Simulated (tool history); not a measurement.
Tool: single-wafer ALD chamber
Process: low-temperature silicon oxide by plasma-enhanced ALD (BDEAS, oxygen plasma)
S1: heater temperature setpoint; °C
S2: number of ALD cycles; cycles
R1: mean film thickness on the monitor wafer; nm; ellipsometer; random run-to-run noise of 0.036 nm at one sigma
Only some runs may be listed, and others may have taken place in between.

run 1 hour=0.0 | S1=95 S2=45 | R1=6.1306
run 2 hour=5.2 | S1=100 S2=45 | R1=6.0009
run 3 hour=6.5 | S1=100 S2=49 | R1=6.5472
run 4 hour=13.8 | S1=94 S2=49 | R1=6.6512
run 5 hour=16.2 | S1=91 S2=50 | R1=6.8719
run 6 hour=22.1 | S1=91 S2=45 | R1=6.1454
run 7 hour=30.3 | S1=88 S2=47 | R1=6.4826
run 8 hour=31.3 | S1=86 S2=48 | R1=6.7428

What does the tool deliver on the next run?
run 9 hour=38.1 | S1=83 S2=49 | R1=?

R1: 6.9093 nm
